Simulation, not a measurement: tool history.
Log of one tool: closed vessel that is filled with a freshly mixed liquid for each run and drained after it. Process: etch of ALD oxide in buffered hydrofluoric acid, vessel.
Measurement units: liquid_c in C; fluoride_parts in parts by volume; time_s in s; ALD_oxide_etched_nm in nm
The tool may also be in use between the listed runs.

run	hour	liquid_c	fluoride_parts	time_s	ALD_oxide_etched_nm
1	0	24	22.5	35	42.755
2	4.3	24	25.5	35	39.223
3	12.8	20.5	25.5	35	32.403
4	19.6	22.5	25.5	35	36.394
5	28.1	23.5	25.5	35	38.138
6	34.6	23.5	25.5	35	38.266

What does the tool deliver on the next run?
7	36.8	24.5	25.5	35	?

ALD_oxide_etched_nm: 40.622 nm
